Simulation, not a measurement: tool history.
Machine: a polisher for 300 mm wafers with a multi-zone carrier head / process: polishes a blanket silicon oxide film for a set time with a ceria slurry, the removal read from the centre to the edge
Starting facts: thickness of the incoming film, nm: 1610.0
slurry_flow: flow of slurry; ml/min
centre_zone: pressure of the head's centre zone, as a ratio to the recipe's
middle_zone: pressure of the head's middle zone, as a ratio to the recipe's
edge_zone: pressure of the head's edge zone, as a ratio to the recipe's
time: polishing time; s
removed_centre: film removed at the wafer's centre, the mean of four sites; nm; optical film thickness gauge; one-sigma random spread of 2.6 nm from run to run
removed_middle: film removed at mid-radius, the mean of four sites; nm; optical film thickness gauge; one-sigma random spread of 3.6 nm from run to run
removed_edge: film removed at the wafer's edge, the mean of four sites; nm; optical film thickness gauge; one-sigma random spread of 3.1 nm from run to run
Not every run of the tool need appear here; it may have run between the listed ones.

{"run": 1, "hour": 0.0, "slurry_flow": 165, "centre_zone": 1, "middle_zone": 1, "edge_zone": 1, "time": 84, "removed_centre": 462.42, "removed_middle": 447.08, "removed_edge": 470.5}
{"run": 2, "hour": 2.3, "slurry_flow": 165, "centre_zone": 1, "middle_zone": 1, "edge_zone": 1, "time": 69, "removed_centre": 375.53, "removed_middle": 372.44, "removed_edge": 383.9}
{"run": 3, "hour": 7.4, "slurry_flow": 180, "centre_zone": 1, "middle_zone": 1, "edge_zone": 1, "time": 69, "removed_centre": 390.8, "removed_middle": 371.23, "removed_edge": 388.07}
{"run": 4, "hour": 16.0, "slurry_flow": 220, "centre_zone": 1, "middle_zone": 1, "edge_zone": 1, "time": 69, "removed_centre": 395.57, "removed_middle": 390.39, "removed_edge": 390.48}
{"run": 5, "hour": 24.4, "slurry_flow": 220, "centre_zone": 1.05, "middle_zone": 1, "edge_zone": 1, "time": 69, "removed_centre": 419.13, "removed_middle": 393.93, "removed_edge": 391.26}
{"run": 6, "hour": 26.8, "slurry_flow": 220, "centre_zone": 1.05, "middle_zone": 1, "edge_zone": 1, "time": 83, "removed_centre": 510.7, "removed_middle": 469.64, "removed_edge": 475.16}
{"run": 7, "hour": 29.0, "slurry_flow": 215, "centre_zone": 1.01, "middle_zone": 0.99, "edge_zone": 0.98, "time": 78, "removed_centre": 458.08, "removed_middle": 430.51, "removed_edge": 442.27}
{"run": 8, "hour": 32.0, "slurry_flow": 210, "centre_zone": 0.98, "middle_zone": 0.99, "edge_zone": 0.98, "time": 74, "removed_centre": 413.37, "removed_middle": 415.82, "removed_edge": 415.83}
{"run": 9, "hour": 37.4, "slurry_flow": 205, "centre_zone": 0.95, "middle_zone": 0.97, "edge_zone": 0.97, "time": 70, "removed_centre": 381.58, "removed_middle": 384.91, "removed_edge": 392.75}

What will run 10 give?
{"hour": 44.4, "done": "slurry nozzle cleaned"}
{"run": 10, "hour": 44.4, "slurry_flow": 195, "centre_zone": 0.93, "middle_zone": 0.96, "edge_zone": 0.96, "time": 67, "removed_centre": "?", "removed_middle": "?", "removed_edge": "?"}

removed_centre: 377.49 nm
removed_middle: 388.01 nm
removed_edge: 389.72 nm
